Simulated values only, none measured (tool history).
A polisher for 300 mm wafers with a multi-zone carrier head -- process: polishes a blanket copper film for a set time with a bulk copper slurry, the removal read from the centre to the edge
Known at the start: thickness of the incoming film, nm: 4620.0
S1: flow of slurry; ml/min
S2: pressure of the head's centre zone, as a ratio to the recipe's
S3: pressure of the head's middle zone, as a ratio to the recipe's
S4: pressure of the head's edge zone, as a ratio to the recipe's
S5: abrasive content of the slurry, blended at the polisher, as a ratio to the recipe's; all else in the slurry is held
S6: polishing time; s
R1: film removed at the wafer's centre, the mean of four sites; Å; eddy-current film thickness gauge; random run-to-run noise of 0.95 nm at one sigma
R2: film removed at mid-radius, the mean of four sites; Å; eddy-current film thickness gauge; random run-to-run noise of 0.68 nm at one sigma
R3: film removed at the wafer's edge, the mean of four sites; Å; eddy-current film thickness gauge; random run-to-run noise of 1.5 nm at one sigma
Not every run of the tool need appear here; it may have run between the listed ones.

run  hour   S1    S2    S3    S4    S5  S6      R1      R2      R3
  1     0  180     1     1     1     1  35  1788.2  1834.6  1819.1
  2   7.5  180  0.93     1     1     1  35  1686.5  1832.4  1765.4
  3  12.8  175  0.95  0.98  0.99  0.95  33  1615.4  1693.5  1685.6
  4  15.4  175  0.96  0.96  0.97   0.9  31  1504.9  1535.9  1594.6
  5  22.3  140  0.96  0.96  0.97   0.9  31  1432.4  1460.2    1495
  6  28.2  135  0.98  0.95  0.95  0.85  30  1379.4  1398.7  1406.5
  7    33  135     1  0.93  0.95   0.8  29    1345  1306.9  1342.9
  8  36.7  135  1.01  0.92  0.95  0.75  28  1334.7    1227  1270.6
  9  38.5  135  1.01  0.91  0.95   0.7  27  1258.9    1177  1264.3
 10  41.4  135  1.02   0.9  0.94   0.7  26  1213.6  1112.8  1174.6

Run 11 is up next; what results do you expect?
 11  48.8  135  1.03  0.89  0.94  0.7  26   ?   ?   ?

R1: 1232.5 Å
R2: 1121.3 Å
R3: 1187.9 Å
